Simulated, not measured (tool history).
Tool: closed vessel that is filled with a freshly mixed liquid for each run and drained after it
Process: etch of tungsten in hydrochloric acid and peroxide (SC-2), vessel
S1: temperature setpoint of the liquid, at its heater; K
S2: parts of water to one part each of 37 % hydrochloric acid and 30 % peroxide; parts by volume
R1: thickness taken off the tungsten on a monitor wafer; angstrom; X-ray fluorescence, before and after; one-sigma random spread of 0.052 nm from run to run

run 1 hour=0 | S1=319.15 S2=5.5 time_in_the_liquid_(s)=50 | R1=94.301
run 2 hour=1.7 | S1=319.65 S2=5.5 time_in_the_liquid_(s)=50 | R1=97.011
run 3 hour=6.9 | S1=320.15 S2=5.5 time_in_the_liquid_(s)=50 | R1=101.59
run 4 hour=14.4 | S1=320.15 S2=4 time_in_the_liquid_(s)=50 | R1=127.51
run 5 hour=23.5 | S1=326.15 S2=4 time_in_the_liquid_(s)=50 | R1=189.5
run 6 hour=31.6 | S1=325.65 S2=4 time_in_the_liquid_(s)=50 | R1=182.75
run 7 hour=38.9 | S1=325.15 S2=4 time_in_the_liquid_(s)=50 | R1=178.16

Expected results for the next run?
run 8 hour=47.9 | S1=324.65 S2=4 time_in_the_liquid_(s)=50 | R1=?

R1: 170.91 angstrom

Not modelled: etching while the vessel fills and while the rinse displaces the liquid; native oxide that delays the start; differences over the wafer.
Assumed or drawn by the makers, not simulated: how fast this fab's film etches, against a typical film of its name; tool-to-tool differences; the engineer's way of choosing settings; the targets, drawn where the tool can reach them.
